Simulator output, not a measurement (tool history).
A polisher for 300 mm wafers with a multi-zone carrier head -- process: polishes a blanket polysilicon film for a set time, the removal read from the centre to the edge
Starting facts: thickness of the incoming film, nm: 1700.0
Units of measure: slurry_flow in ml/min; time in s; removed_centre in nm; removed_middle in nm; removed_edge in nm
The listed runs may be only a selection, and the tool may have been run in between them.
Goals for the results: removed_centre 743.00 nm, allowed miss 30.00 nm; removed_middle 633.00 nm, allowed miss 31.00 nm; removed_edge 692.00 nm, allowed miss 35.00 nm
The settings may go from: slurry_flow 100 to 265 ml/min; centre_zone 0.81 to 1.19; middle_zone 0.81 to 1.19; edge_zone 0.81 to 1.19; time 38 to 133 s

| run | hour | slurry_flow | centre_zone | middle_zone | edge_zone | time | removed_centre | removed_middle | removed_edge |
|---|---|---|---|---|---|---|---|---|---|
| 1 | 0.0 | 170 | 1.00 | 1.00 | 1.00 | 85 | 483.40 | 484.05 | 503.86 |
| 2 | 5.6 | 170 | 1.00 | 1.00 | 1.00 | 94 | 541.53 | 548.56 | 546.46 |
| 3 | 11.2 | 155 | 1.00 | 1.00 | 1.00 | 94 | 503.61 | 533.88 | 534.92 |
| 4 | 14.1 | 155 | 1.07 | 1.00 | 1.00 | 94 | 559.85 | 536.52 | 533.42 |
| 5 | 16.0 | 155 | 1.15 | 1.00 | 1.00 | 94 | 603.06 | 529.80 | 556.12 |
| 6 | 22.6 | 130 | 1.15 | 1.00 | 1.00 | 94 | 555.01 | 516.47 | 519.01 |
| 7 | 23.8 | 145 | 1.15 | 1.01 | 1.02 | 95 | 587.45 | 543.39 | 545.37 |
| 8 | 25.7 | 145 | 1.15 | 1.01 | 1.02 | 95 | 576.42 | 537.57 | 535.80 |
| 9 | 27.4 | 160 | 1.14 | 1.00 | 1.03 | 96 | 616.96 | 564.40 | 540.62 |
| 10 | 29.6 | 165 | 1.14 | 1.01 | 1.00 | 97 | 621.49 | 564.21 | 566.15 |
| 11 | 34.6 | 175 | 1.13 | 1.01 | 0.97 | 99 | 627.53 | 608.38 | 571.49 |
| 12 | 39.4 | 175 | 1.11 | 0.99 | 1.00 | 102 | 652.19 | 601.26 | 602.42 |
| 13 | 47.6 | 180 | 1.10 | 0.98 | 1.00 | 103 | 667.56 | 599.57 | 608.62 |
|  | 56.4 | slurry nozzle cleaned |
| 14 | 56.4 | 185 | 1.09 | 0.97 | 1.00 | 105 | 713.17 | 666.97 | 651.20 |

Exactly one of the 4 candidate moves below puts every result within its allowed miss. Which one?
| A | 65.2 | 150 | 0.84 | 0.84 | 0.97 | 133 | ? | ? | ? |
| B | 65.2 | 215 | 1.08 | 0.84 | 1.00 | 99 | ? | ? | ? |
| C | 65.2 | 160 | 1.03 | 1.11 | 0.99 | 112 | ? | ? | ? |
| D | 65.2 | 140 | 1.07 | 0.87 | 0.96 | 118 | ? | ? | ? |

| move | removed_centre | removed_middle | removed_edge |
|---|---|---|---|
| A | 660.70 | 715.88 | 789.34 |
| B | 680.30 | 567.11 | 624.67 |
| C | 695.02 | 761.49 | 675.46 |
| D | 735.30 | 641.78 | 688.91 |
A: pushes the last run's worst result past its target
B: lands further from the targets than the last run did
C: puts the biggest miss on target and leaves a different result outside tolerance
D: every result lands within tolerance
Answer: D
